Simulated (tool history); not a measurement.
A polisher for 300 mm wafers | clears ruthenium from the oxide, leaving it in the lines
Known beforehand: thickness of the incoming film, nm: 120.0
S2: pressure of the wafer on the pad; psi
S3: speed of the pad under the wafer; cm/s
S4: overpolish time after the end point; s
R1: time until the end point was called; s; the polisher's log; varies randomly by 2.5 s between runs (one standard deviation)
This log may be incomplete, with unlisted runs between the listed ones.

Run 1, hour 0.0: flow of slurry (ml/min) 225, S2 2.1 psi, S3 88 cm/s, S4 41 s. Result: R1 94.28 s.
Run 2, hour 8.3: flow of slurry (ml/min) 225, S2 2.1 psi, S3 88 cm/s, S4 45 s. Result: R1 97.13 s.
Run 3, hour 10.8: flow of slurry (ml/min) 225, S2 2.0 psi, S3 88 cm/s, S4 45 s. Result: R1 103.08 s.
Run 4, hour 17.3: flow of slurry (ml/min) 225, S2 1.9 psi, S3 88 cm/s, S4 45 s. Result: R1 105.00 s.
Run 5, hour 23.2: flow of slurry (ml/min) 225, S2 1.8 psi, S3 88 cm/s, S4 45 s. Result: R1 109.92 s.
Run 6, hour 27.6: flow of slurry (ml/min) 225, S2 1.8 psi, S3 88 cm/s, S4 41 s. Result: R1 108.05 s.
Run 7, hour 35.6: flow of slurry (ml/min) 225, S2 1.7 psi, S3 88 cm/s, S4 41 s. Result: R1 118.59 s.

What does the tool deliver on the next run?
Run 8, hour 38.7: flow of slurry (ml/min) 225, S2 1.6 psi, S3 88 cm/s, S4 41 s. Result: R1 ?.

Run 8 measured R1 126.87 s.
